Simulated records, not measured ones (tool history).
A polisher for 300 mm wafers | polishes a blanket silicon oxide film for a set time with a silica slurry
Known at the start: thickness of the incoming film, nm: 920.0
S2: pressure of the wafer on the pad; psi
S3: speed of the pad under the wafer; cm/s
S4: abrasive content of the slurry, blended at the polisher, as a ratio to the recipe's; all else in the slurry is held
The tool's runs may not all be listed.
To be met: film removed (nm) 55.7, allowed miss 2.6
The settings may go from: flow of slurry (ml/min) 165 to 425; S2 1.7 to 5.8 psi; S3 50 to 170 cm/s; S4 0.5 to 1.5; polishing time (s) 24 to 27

Run 1, hour 0: flow of slurry (ml/min) 275, S2 3.7 psi, S3 110 cm/s, S4 1, polishing time (s) 27. Result: film removed (nm) 67.317.
Run 2, hour 2: flow of slurry (ml/min) 275, S2 3.7 psi, S3 138 cm/s, S4 1, polishing time (s) 27. Result: film removed (nm) 80.102.
Run 3, hour 5.4: flow of slurry (ml/min) 275, S2 3.5 psi, S3 138 cm/s, S4 1, polishing time (s) 27. Result: film removed (nm) 75.829.
Run 4, hour 12.9: flow of slurry (ml/min) 275, S2 3.4 psi, S3 138 cm/s, S4 1, polishing time (s) 27. Result: film removed (nm) 74.746.
Run 5, hour 17.4: flow of slurry (ml/min) 275, S2 3.4 psi, S3 138 cm/s, S4 1, polishing time (s) 27. Result: film removed (nm) 74.244.
Run 6, hour 22.6: flow of slurry (ml/min) 275, S2 3.4 psi, S3 138 cm/s, S4 0.95, polishing time (s) 27. Result: film removed (nm) 70.698.
Run 7, hour 24.2: flow of slurry (ml/min) 275, S2 3.3 psi, S3 138 cm/s, S4 0.95, polishing time (s) 27. Result: film removed (nm) 71.05.
Run 8, hour 32.9: flow of slurry (ml/min) 275, S2 3.2 psi, S3 138 cm/s, S4 0.95, polishing time (s) 27. Result: film removed (nm) 66.484.

4 next moves are on the table. One of them brings every result within its allowed miss. Which?
Run A, hour 41.6: flow of slurry (ml/min) 305, S2 3.5 psi, S3 110 cm/s, S4 0.85, polishing time (s) 24. Result: film removed (nm) ?.
Run B, hour 41.6: flow of slurry (ml/min) 340, S2 2.6 psi, S3 116 cm/s, S4 0.95, polishing time (s) 26. Result: film removed (nm) ?.
Run C, hour 41.6: flow of slurry (ml/min) 250, S2 2.3 psi, S3 154 cm/s, S4 1.05, polishing time (s) 24. Result: film removed (nm) ?.
Run D, hour 41.6: flow of slurry (ml/min) 230, S2 2.2 psi, S3 166 cm/s, S4 0.95, polishing time (s) 27. Result: film removed (nm) ?.

move  film removed (nm)
   A             51.829
   B               48.5
   C             51.685
   D             55.667
A: takes the result that was furthest off past its target
B: takes the result that was furthest off past its target
C: takes the result that was furthest off past its target
D: meets every target
Answer: D
